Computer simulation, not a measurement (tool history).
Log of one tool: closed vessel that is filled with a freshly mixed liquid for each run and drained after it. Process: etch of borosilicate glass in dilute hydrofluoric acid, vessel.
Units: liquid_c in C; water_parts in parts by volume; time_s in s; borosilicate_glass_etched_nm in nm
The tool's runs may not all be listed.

run	hour	liquid_c	water_parts	time_s	borosilicate_glass_etched_nm
1	0	23	135	475	59.253
2	7.5	23	95	475	88.474
3	9.7	25	90	475	101.41
4	16.3	25	90	475	101.5
5	22.3	26.5	85	475	114.72
6	25	26.5	85	475	115.05
7	33	28	85	475	121.85
8	36.7	29	85	475	128.15

Run 9 has not been measured yet. What should we expect?
9	43	29.5	85	475	?

Run 9 produced borosilicate_glass_etched_nm 128.98 nm.
